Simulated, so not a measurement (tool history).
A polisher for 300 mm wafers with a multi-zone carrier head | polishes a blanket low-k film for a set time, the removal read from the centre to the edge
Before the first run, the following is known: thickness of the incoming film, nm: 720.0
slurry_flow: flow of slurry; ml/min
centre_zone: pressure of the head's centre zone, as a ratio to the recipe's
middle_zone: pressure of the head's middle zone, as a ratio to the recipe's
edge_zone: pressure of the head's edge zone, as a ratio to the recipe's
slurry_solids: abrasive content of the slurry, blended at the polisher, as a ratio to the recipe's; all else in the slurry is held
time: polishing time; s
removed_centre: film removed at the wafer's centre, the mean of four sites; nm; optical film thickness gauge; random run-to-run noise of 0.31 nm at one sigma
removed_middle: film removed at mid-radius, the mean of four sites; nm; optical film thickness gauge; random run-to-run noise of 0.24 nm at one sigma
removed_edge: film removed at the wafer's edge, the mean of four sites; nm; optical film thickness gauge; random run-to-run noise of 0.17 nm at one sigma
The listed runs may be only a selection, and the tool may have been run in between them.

run    day  slurry_flow  centre_zone  middle_zone  edge_zone  slurry_solids  time  removed_centre  removed_middle  removed_edge
  1  0.000          135         1.00         1.00       1.00            1.0    36          16.248          18.914        18.845
  2  0.079          150         1.00         1.00       1.00            1.0    36          17.167          19.091        19.299
  3  0.167          130         1.00         1.00       1.00            1.0    36          16.030          18.633        18.730
  4  0.479          130         1.00         1.04       1.00            1.0    36          16.393          19.024        18.959
  5  0.762          140         1.03         1.05       1.02            1.0    36          17.583          19.635        19.374
  6  0.921          140         1.03         1.05       1.02            1.0    41          19.499          22.638        21.686
  7  1.000          150         1.05         1.03       1.03            1.0    41          20.353          22.100        21.965
  8  1.112          155         1.07         1.03       1.03            1.0    41          20.573          22.859        22.154
  9  1.438          155         1.07         1.03       1.03            1.0    41          20.887          22.439        22.198

For run 10, what comes out?
 10  1.600          180         1.17         0.96       1.02            1.0    41               ?               ?             ?

removed_centre: 23.038 nm
removed_middle: 22.173 nm
removed_edge: 22.374 nm
